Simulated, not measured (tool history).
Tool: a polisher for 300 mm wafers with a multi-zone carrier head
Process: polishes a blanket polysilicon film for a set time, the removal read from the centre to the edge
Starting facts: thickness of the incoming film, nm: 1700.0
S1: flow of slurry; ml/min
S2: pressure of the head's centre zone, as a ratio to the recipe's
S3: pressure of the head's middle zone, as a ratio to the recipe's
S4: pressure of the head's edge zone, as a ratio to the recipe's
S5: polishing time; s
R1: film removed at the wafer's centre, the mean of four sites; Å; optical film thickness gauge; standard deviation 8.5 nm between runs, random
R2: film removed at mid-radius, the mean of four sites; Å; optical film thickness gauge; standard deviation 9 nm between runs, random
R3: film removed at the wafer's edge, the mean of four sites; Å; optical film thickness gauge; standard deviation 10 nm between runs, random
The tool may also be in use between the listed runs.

{"run": 1, "hour": 0.0, "S1": 170, "S2": 1.0, "S3": 1.0, "S4": 1.0, "S5": 85, "R1": 4834.0, "R2": 4840.5, "R3": 5038.6}
{"run": 2, "hour": 5.6, "S1": 170, "S2": 1.0, "S3": 1.0, "S4": 1.0, "S5": 94, "R1": 5415.3, "R2": 5485.6, "R3": 5464.6}
{"run": 3, "hour": 11.2, "S1": 155, "S2": 1.0, "S3": 1.0, "S4": 1.0, "S5": 94, "R1": 5036.1, "R2": 5338.8, "R3": 5349.2}
{"run": 4, "hour": 14.1, "S1": 155, "S2": 1.07, "S3": 1.0, "S4": 1.0, "S5": 94, "R1": 5598.5, "R2": 5365.2, "R3": 5334.2}
{"run": 5, "hour": 16.0, "S1": 155, "S2": 1.15, "S3": 1.0, "S4": 1.0, "S5": 94, "R1": 6030.6, "R2": 5298.0, "R3": 5561.2}
{"run": 6, "hour": 22.6, "S1": 130, "S2": 1.15, "S3": 1.0, "S4": 1.0, "S5": 94, "R1": 5550.1, "R2": 5164.7, "R3": 5190.1}
{"run": 7, "hour": 23.8, "S1": 145, "S2": 1.15, "S3": 1.01, "S4": 1.02, "S5": 95, "R1": 5874.5, "R2": 5433.9, "R3": 5453.7}
{"run": 8, "hour": 25.7, "S1": 145, "S2": 1.15, "S3": 1.01, "S4": 1.02, "S5": 95, "R1": 5764.2, "R2": 5375.7, "R3": 5358.0}
{"run": 9, "hour": 27.4, "S1": 160, "S2": 1.14, "S3": 1.0, "S4": 1.03, "S5": 96, "R1": 6169.6, "R2": 5644.0, "R3": 5406.2}
{"run": 10, "hour": 29.6, "S1": 165, "S2": 1.14, "S3": 1.01, "S4": 1.0, "S5": 97, "R1": 6214.9, "R2": 5642.1, "R3": 5661.5}
{"run": 11, "hour": 34.6, "S1": 175, "S2": 1.13, "S3": 1.01, "S4": 0.97, "S5": 99, "R1": 6275.3, "R2": 6083.8, "R3": 5714.9}
{"run": 12, "hour": 39.4, "S1": 175, "S2": 1.11, "S3": 0.99, "S4": 1.0, "S5": 102, "R1": 6521.9, "R2": 6012.6, "R3": 6024.2}
{"run": 13, "hour": 47.6, "S1": 180, "S2": 1.1, "S3": 0.98, "S4": 1.0, "S5": 103, "R1": 6675.6, "R2": 5995.7, "R3": 6086.2}

Run 14 comes next. What will it give?
{"hour": 56.4, "done": "slurry nozzle cleaned"}
{"run": 14, "hour": 56.4, "S1": 185, "S2": 1.09, "S3": 0.97, "S4": 1.0, "S5": 105, "R1": "?", "R2": "?", "R3": "?"}

Run 14 measured R1 7131.7 Å, R2 6669.7 Å, R3 6512.0 Å.
